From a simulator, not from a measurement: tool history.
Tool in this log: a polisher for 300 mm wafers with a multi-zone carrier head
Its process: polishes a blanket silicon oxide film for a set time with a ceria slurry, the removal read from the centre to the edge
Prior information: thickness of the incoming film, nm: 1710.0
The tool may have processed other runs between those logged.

| run | hour | flow of slurry (ml/min) | pressure of the head's centre zone | pressure of the head's middle zone | pressure of the head's edge zone | polishing time (s) | film removed at the wafer's centre (Å) | film removed at mid-radius (Å) | film removed at the wafer's edge (Å) |
|---|---|---|---|---|---|---|---|---|---|
| 1 | 0 | 245 | 1 | 1 | 1 | 76 | 2748.3 | 2863.3 | 2807.1 |
| 2 | 4.3 | 245 | 0.96 | 1 | 1 | 76 | 2634.4 | 2818.8 | 2792.9 |
| 3 | 8.7 | 245 | 0.96 | 1.05 | 1 | 76 | 2620.8 | 3034.2 | 2791.5 |
| 4 | 13.8 | 245 | 0.96 | 1.13 | 1 | 76 | 2634.6 | 3169.9 | 2784.9 |
| 5 | 21 | 255 | 1 | 1.11 | 1.05 | 80 | 2943.4 | 3281.3 | 3018.1 |
| 6 | 25 | 255 | 0.94 | 1.11 | 1.05 | 80 | 2710.7 | 3284.8 | 3047.8 |
| 7 | 33.3 | 270 | 0.98 | 1.11 | 1.09 | 82 | 2984.2 | 3430.2 | 3167.5 |

Expected results for the next run?
| 8 | 38.8 | 275 | 1 | 1.09 | 1.12 | 84 | ? | ? | ? |

{"run 8": {"film removed at the wafer's centre (Å)": 3109.6, "film removed at mid-radius (Å)": 3428.5, "film removed at the wafer's edge (Å)": 3268.3}}
